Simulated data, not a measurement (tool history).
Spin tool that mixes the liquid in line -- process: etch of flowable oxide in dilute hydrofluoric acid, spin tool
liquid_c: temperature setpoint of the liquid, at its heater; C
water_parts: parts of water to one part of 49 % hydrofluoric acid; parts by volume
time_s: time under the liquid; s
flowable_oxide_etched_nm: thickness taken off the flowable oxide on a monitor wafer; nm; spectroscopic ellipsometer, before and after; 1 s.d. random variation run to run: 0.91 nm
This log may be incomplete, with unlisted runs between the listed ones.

run	hour	liquid_c	water_parts	time_s	flowable_oxide_etched_nm
1	0.0	22.0	265	295	45.683
2	1.6	20.5	265	295	43.486
3	9.4	22.0	230	295	55.129
4	12.2	23.5	210	295	64.817
5	20.7	22.5	210	295	62.760
6	28.3	24.0	195	295	73.134
7	31.2	25.0	185	295	80.130
8	32.1	26.0	175	295	88.465

What will run 9 give?
9	33.9	27.0	170	295	?

{"run 9": {"flowable_oxide_etched_nm": 94.612}}
